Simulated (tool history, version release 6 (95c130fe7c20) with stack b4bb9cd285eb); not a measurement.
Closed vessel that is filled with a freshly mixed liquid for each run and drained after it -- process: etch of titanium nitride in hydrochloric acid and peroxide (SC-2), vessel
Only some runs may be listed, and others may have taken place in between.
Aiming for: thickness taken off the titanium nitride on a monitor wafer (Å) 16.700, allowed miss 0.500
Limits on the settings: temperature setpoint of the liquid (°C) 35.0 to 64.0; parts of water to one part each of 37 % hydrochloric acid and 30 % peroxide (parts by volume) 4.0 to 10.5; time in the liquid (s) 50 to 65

run	hour	temperature setpoint of the liquid (°C)	parts of water to one part each of 37 % hydrochloric acid and 30 % peroxide (parts by volume)	time in the liquid (s)	thickness taken off the titanium nitride on a monitor wafer (Å)
1	0.0	48.0	5.5	65	32.627
2	7.7	46.0	5.5	65	28.693
3	11.7	44.0	5.5	65	24.640
4	15.0	43.0	5.5	65	22.790
5	20.9	48.5	5.5	65	33.486
6	29.6	48.5	5.5	50	25.497
7	36.7	47.0	5.5	50	23.232
8	43.4	41.0	5.5	50	15.433
9	48.9	41.5	5.5	50	15.684

4 next moves are on the table. One of them brings every result within its allowed miss. Which?
A	54.4	43.0	6.0	50	?
B	54.4	40.0	4.0	50	?
C	54.4	41.5	6.5	65	?
D	54.4	42.5	7.0	55	?

move	thickness taken off the titanium nitride on a monitor wafer (Å)
A	16.665
B	17.993
C	18.358
D	15.736
A: all results land within tolerance of their targets
B: moves the result that the last run missed by most past its target, out the other side
C: moves the result that the last run missed by most past its target, out the other side
D: an improvement on the last run, though not all results are within tolerance
A is the move that brings every result within its allowed miss.
